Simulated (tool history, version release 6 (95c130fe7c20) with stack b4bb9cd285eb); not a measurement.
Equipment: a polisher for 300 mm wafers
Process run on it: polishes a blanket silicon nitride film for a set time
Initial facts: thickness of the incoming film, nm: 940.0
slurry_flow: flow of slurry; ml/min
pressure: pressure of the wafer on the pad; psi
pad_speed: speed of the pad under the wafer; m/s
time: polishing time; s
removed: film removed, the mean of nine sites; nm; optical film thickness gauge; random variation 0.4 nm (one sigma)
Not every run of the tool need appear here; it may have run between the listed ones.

{"run": 1, "hour": 0.0, "slurry_flow": 190, "pressure": 3.9, "pad_speed": 0.92, "time": 35, "removed": 65.591}
{"run": 2, "hour": 6.0, "slurry_flow": 190, "pressure": 3.9, "pad_speed": 0.82, "time": 35, "removed": 58.181}
{"run": 3, "hour": 14.9, "slurry_flow": 190, "pressure": 3.6, "pad_speed": 0.8, "time": 35, "removed": 54.407}
{"run": 4, "hour": 18.2, "slurry_flow": 190, "pressure": 3.3, "pad_speed": 0.78, "time": 35, "removed": 48.483}
{"run": 5, "hour": 26.6, "slurry_flow": 190, "pressure": 3.1, "pad_speed": 0.78, "time": 35, "removed": 45.216}
{"run": 6, "hour": 30.1, "slurry_flow": 190, "pressure": 2.9, "pad_speed": 0.78, "time": 35, "removed": 42.655}

Run 7 has not been measured yet. What should we expect?
{"run": 7, "hour": 37.7, "slurry_flow": 190, "pressure": 2.7, "pad_speed": 0.78, "time": 35, "removed": "?"}

Run 7 produced removed 39.866 nm.
